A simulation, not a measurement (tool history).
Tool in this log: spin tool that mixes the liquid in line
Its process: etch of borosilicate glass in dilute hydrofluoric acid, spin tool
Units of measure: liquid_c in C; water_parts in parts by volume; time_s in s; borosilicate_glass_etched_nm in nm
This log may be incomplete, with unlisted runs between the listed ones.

run  hour  liquid_c  water_parts  time_s  borosilicate_glass_etched_nm
  1     0        21          215     240                        25.171
  2   2.6        22          200     240                        28.662
  3  11.5        20          200     240                        26.682
  4  12.9        23          200     240                        30.241
  5  13.9        23          165     240                        37.745
  6  19.1        23          165     240                        37.141
  7  19.7      23.5          155     240                         41.19
  8  25.7        24          150     240                        43.713
  9  31.3      24.5          145     240                        46.606

What will run 10 give?
 10  32.8      28.5           70     240                             ?

borosilicate_glass_etched_nm: 123.52 nm
